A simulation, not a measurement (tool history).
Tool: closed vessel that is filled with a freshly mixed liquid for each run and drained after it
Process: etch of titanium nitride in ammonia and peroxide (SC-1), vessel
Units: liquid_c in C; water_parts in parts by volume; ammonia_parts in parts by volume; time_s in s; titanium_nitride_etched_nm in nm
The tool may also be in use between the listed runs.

run	day	liquid_c	water_parts	ammonia_parts	time_s	titanium_nitride_etched_nm
1	0.000	60.0	8.5	0.70	30	4.6565
2	0.208	59.0	8.5	0.70	30	4.3170
3	0.350	59.0	8.5	0.55	30	4.1224
4	0.650	59.0	8.5	0.55	30	4.1607
5	0.942	61.5	8.5	0.55	30	4.9385
6	1.246	61.5	8.5	0.55	30	4.9193
7	1.529	60.5	8.5	0.55	30	4.5811

Run 8 comes next. What will it give?
8	1.808	60.0	8.5	0.55	30	?

For run 8 the tool returned titanium_nitride_etched_nm 4.4610 nm.
